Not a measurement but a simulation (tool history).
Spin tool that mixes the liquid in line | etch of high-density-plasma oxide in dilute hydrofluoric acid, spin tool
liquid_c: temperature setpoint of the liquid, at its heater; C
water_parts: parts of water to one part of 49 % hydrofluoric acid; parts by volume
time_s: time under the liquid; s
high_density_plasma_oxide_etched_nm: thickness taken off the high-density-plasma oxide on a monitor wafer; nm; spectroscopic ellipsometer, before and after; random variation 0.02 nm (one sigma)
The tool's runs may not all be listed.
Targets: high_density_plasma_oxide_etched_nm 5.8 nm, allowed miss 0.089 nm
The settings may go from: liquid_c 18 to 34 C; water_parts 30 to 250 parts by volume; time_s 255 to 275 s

run,hour,liquid_c,water_parts,time_s,high_density_plasma_oxide_etched_nm
1,0,26,140,255,10.832
2,7.7,25,145,255,10.054
3,11.5,25,145,275,10.812
4,12.1,24.5,150,275,10.193
5,19.3,26.5,150,275,10.941
6,23.8,24,150,275,9.9251
7,25.7,23.5,155,275,9.4166
8,33.5,19.5,200,275,5.9574

4 next moves are on the table. One of them brings every result within its allowed miss. Which?
A,41.3,18.5,200,270,?
B,41.3,23.5,220,270,?
C,41.3,19,195,255,?
D,41.3,21.5,215,270,?

move,high_density_plasma_oxide_etched_nm
A,5.6955
B,6.137
C,5.6532
D,5.8597
A: takes the result that was furthest off past its target
B: further off than the last run
C: takes the result that was furthest off past its target
D: meets every target
The right move is D.
